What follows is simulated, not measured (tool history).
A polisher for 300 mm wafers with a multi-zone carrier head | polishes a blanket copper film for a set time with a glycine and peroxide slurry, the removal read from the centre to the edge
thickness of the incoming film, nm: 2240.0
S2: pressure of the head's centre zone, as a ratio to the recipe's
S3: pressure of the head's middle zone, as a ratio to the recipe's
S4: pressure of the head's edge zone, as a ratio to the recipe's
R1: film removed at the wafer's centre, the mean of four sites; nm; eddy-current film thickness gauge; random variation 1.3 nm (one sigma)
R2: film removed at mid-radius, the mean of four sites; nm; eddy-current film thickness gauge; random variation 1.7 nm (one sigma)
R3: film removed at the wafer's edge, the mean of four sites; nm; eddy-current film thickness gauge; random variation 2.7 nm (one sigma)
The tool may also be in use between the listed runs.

run 1 day=0 | flow_of_slurry_(ml/min)=230 S2=1 S3=1 S4=1 polishing_time_(s)=32 | R1=114.17 R2=126.49 R3=128.73
run 2 day=0.05 | flow_of_slurry_(ml/min)=230 S2=1 S3=1 S4=1 polishing_time_(s)=29 | R1=102.84 R2=113.45 R3=115.13
run 3 day=0.204 | flow_of_slurry_(ml/min)=230 S2=1 S3=1 S4=0.96 polishing_time_(s)=29 | R1=105.01 R2=113.75 R3=114.98
run 4 day=0.404 | flow_of_slurry_(ml/min)=230 S2=1 S3=1.08 S4=0.96 polishing_time_(s)=29 | R1=104.46 R2=121.81 R3=113.02
run 5 day=0.438 | flow_of_slurry_(ml/min)=230 S2=1 S3=1.08 S4=0.96 polishing_time_(s)=32 | R1=114.74 R2=132.85 R3=124.63
run 6 day=0.546 | flow_of_slurry_(ml/min)=235 S2=1.02 S3=1.05 S4=1.02 polishing_time_(s)=36 | R1=133.93 R2=146.79 R3=144.16
run 7 day=0.717 | flow_of_slurry_(ml/min)=235 S2=1.02 S3=1.05 S4=1.02 polishing_time_(s)=36 | R1=133.52 R2=145.32 R3=146.07

Forecast run 8:
run 8 day=0.771 | flow_of_slurry_(ml/min)=255 S2=1.03 S3=1.06 S4=1.12 polishing_time_(s)=43 | R1=? R2=? R3=?

R1: 161.43 nm
R2: 178.64 nm
R3: 181.87 nm
